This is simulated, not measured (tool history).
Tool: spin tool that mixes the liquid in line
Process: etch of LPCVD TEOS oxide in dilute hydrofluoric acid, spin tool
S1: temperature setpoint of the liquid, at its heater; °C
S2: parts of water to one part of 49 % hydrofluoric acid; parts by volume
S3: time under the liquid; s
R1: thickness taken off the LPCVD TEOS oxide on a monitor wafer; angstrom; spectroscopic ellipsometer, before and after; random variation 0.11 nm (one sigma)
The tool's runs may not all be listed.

{"run": 1, "hour": 0.0, "S1": 23.0, "S2": 70, "S3": 15, "R1": 108.6}
{"run": 2, "hour": 8.8, "S1": 24.5, "S2": 65, "S3": 15, "R1": 126.48}
{"run": 3, "hour": 13.0, "S1": 24.5, "S2": 65, "S3": 15, "R1": 126.9}
{"run": 4, "hour": 14.2, "S1": 26.0, "S2": 60, "S3": 15, "R1": 146.16}
{"run": 5, "hour": 20.5, "S1": 26.0, "S2": 75, "S3": 15, "R1": 114.27}
{"run": 6, "hour": 24.9, "S1": 26.0, "S2": 75, "S3": 15, "R1": 113.8}
{"run": 7, "hour": 33.6, "S1": 27.0, "S2": 65, "S3": 15, "R1": 139.45}
{"run": 8, "hour": 37.6, "S1": 28.0, "S2": 60, "S3": 15, "R1": 158.1}
{"run": 9, "hour": 40.4, "S1": 28.5, "S2": 55, "S3": 15, "R1": 177.66}
{"run": 10, "hour": 47.6, "S1": 28.5, "S2": 55, "S3": 15, "R1": 177.68}
{"run": 11, "hour": 55.5, "S1": 28.5, "S2": 55, "S3": 15, "R1": 177.43}

Forecast run 12:
{"run": 12, "hour": 58.2, "S1": 31.0, "S2": 35, "S3": 15, "R1": "?"}

{"run 12": {"R1": 314.88}}

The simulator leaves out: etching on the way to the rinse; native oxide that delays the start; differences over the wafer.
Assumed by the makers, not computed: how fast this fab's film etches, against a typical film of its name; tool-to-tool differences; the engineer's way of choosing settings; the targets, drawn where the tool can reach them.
